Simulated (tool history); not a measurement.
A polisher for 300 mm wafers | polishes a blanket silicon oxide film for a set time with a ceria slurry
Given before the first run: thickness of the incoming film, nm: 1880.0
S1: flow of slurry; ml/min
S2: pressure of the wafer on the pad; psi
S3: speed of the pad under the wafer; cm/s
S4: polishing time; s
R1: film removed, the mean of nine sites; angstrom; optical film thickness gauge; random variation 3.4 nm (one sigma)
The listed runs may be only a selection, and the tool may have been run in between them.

| run | hour | S1 | S2 | S3 | S4 | R1 |
|---|---|---|---|---|---|---|
| 1 | 0 | 290 | 2.4 | 138 | 58 | 2953.3 |
| 2 | 1.2 | 335 | 2.4 | 138 | 58 | 2978.4 |
| 3 | 4.8 | 335 | 1.9 | 138 | 58 | 2396 |
| 4 | 7 | 335 | 2.1 | 138 | 58 | 2684.5 |
| 5 | 12.2 | 365 | 2.1 | 138 | 58 | 2646.7 |
| 6 | 14 | 365 | 2.1 | 138 | 52 | 2378.7 |
| 7 | 21.2 | 365 | 2.3 | 138 | 52 | 2620.6 |

Expected results for the next run?
| 8 | 26.5 | 370 | 2.9 | 140 | 52 | ? |

{"run 8": {"R1": 3338.6}}
